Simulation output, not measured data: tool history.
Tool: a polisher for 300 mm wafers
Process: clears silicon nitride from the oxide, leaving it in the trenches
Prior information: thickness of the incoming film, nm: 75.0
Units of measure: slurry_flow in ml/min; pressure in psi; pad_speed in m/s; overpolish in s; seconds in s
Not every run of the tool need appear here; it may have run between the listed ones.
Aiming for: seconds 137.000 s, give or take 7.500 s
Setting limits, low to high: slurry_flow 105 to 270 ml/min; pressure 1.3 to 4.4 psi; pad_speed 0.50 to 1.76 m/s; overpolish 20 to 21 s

run	hour	slurry_flow	pressure	pad_speed	overpolish	seconds
1	0.0	175	2.8	1.12	20	76.142
2	0.6	175	2.8	1.30	20	70.848
3	5.9	175	2.8	1.50	20	62.232
4	11.2	175	2.8	1.76	20	54.766
5	14.0	175	2.8	1.50	20	62.409
6	22.5	175	3.4	1.50	20	52.160
7	30.2	175	3.2	1.44	20	57.306
8	37.8	175	3.0	1.40	20	62.133
9	40.1	175	3.0	1.40	20	62.889

4 next moves are on the table. One of them brings every result within its allowed miss. Which?
A	42.4	140	2.2	0.90	20	?
B	42.4	150	1.9	1.14	21	?
C	42.4	150	1.8	0.90	20	?
D	42.4	140	2.0	0.96	21	?

move	seconds
A	114.660
B	111.230
C	137.010
D	120.530
A: better than the last run, though not everything is in spec
B: better than the last run, though not everything is in spec
C: in spec on every target
D: better than the last run, though not everything is in spec
C meets every target.
